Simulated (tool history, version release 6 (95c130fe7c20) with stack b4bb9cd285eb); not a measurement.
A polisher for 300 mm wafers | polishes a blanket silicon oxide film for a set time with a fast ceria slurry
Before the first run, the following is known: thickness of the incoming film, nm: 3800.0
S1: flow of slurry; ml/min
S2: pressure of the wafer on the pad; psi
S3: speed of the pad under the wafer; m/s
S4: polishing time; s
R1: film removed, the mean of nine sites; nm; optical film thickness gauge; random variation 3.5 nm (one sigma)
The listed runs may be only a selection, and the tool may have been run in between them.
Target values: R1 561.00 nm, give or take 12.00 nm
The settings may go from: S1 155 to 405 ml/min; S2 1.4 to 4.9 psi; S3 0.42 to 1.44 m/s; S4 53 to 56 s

Run 1, hour 0.0: S1 260 ml/min, S2 3.1 psi, S3 0.92 m/s, S4 53 s. Result: R1 902.18 nm.
Run 2, hour 3.6: S1 255 ml/min, S2 2.9 psi, S3 0.92 m/s, S4 53 s. Result: R1 853.21 nm.
Run 3, hour 11.4: S1 255 ml/min, S2 2.9 psi, S3 1.04 m/s, S4 53 s. Result: R1 962.76 nm.
Run 4, hour 19.3: S1 255 ml/min, S2 2.9 psi, S3 1.04 m/s, S4 56 s. Result: R1 1022.00 nm.
Run 5, hour 22.2: S1 230 ml/min, S2 2.9 psi, S3 1.04 m/s, S4 56 s. Result: R1 998.35 nm.
At hour 26.1: worn pad replaced by a new one.
Run 6, hour 26.1: S1 230 ml/min, S2 2.9 psi, S3 0.92 m/s, S4 56 s. Result: R1 971.80 nm.
Run 7, hour 32.5: S1 245 ml/min, S2 2.7 psi, S3 0.90 m/s, S4 56 s. Result: R1 913.14 nm.
Run 8, hour 40.0: S1 245 ml/min, S2 2.5 psi, S3 0.84 m/s, S4 56 s. Result: R1 813.13 nm.

Pick the move, out of 4, that brings all results within their allowed miss; only one does.
Run A, hour 47.5: S1 210 ml/min, S2 2.5 psi, S3 0.62 m/s, S4 53 s. Result: R1 ?.
Run B, hour 47.5: S1 235 ml/min, S2 2.1 psi, S3 0.68 m/s, S4 53 s. Result: R1 ?.
Run C, hour 47.5: S1 265 ml/min, S2 2.0 psi, S3 0.74 m/s, S4 53 s. Result: R1 ?.
Run D, hour 47.5: S1 260 ml/min, S2 2.0 psi, S3 0.78 m/s, S4 53 s. Result: R1 ?.

move      R1
   A  591.12
   B  565.59
   C  592.25
   D  616.82
A: an improvement on the last run, though not all results are within tolerance
B: every result lands within tolerance
C: an improvement on the last run, though not all results are within tolerance
D: an improvement on the last run, though not all results are within tolerance
Correct choice: B, which meets every target
